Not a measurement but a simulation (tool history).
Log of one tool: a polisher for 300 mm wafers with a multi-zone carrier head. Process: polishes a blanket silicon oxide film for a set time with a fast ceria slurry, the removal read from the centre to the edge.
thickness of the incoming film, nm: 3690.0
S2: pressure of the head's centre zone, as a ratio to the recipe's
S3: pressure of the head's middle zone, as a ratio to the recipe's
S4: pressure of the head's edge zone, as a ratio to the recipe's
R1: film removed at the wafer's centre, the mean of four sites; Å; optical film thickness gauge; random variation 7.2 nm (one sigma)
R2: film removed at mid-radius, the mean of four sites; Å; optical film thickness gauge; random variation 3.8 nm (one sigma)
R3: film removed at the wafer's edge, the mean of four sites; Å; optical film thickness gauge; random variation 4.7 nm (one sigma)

{"run": 1, "hour": 0.0, "flow of slurry (ml/min)": 170, "S2": 1, "S3": 1, "S4": 1, "polishing time (s)": 37, "R1": 6073.8, "R2": 6111.5, "R3": 6266.1}
{"run": 2, "hour": 7.9, "flow of slurry (ml/min)": 205, "S2": 1, "S3": 1, "S4": 1, "polishing time (s)": 37, "R1": 6174.1, "R2": 6216.5, "R3": 6266.1}
{"run": 3, "hour": 16.7, "flow of slurry (ml/min)": 205, "S2": 1, "S3": 1, "S4": 1.05, "polishing time (s)": 37, "R1": 6189.5, "R2": 6220.4, "R3": 6412.9}
{"run": 4, "hour": 22.8, "flow of slurry (ml/min)": 215, "S2": 1.01, "S3": 1.01, "S4": 1, "polishing time (s)": 35, "R1": 5965.5, "R2": 5935.7, "R3": 5958.1}
{"run": 5, "hour": 27.4, "flow of slurry (ml/min)": 190, "S2": 1.01, "S3": 1.01, "S4": 1, "polishing time (s)": 35, "R1": 5945.6, "R2": 5942.2, "R3": 5921.5}
{"run": 6, "hour": 33.5, "flow of slurry (ml/min)": 190, "S2": 1.01, "S3": 0.94, "S4": 1, "polishing time (s)": 35, "R1": 5868.4, "R2": 5445.3, "R3": 5850.5}
{"run": 7, "hour": 38.6, "flow of slurry (ml/min)": 200, "S2": 1.02, "S3": 0.97, "S4": 0.96, "polishing time (s)": 34, "R1": 5891.5, "R2": 5533.8, "R3": 5612.7}
{"run": 8, "hour": 43.8, "flow of slurry (ml/min)": 205, "S2": 1.01, "S3": 0.99, "S4": 0.92, "polishing time (s)": 34, "R1": 5815.5, "R2": 5741, "R3": 5568.4}

The next listed run, before its measurement:
{"run": 9, "hour": 45.5, "flow of slurry (ml/min)": 205, "S2": 1.01, "S3": 1, "S4": 0.89, "polishing time (s)": 34, "R1": "?", "R2": "?", "R3": "?"}

R1: 5764.3 Å
R2: 5659.1 Å
R3: 5474.3 Å

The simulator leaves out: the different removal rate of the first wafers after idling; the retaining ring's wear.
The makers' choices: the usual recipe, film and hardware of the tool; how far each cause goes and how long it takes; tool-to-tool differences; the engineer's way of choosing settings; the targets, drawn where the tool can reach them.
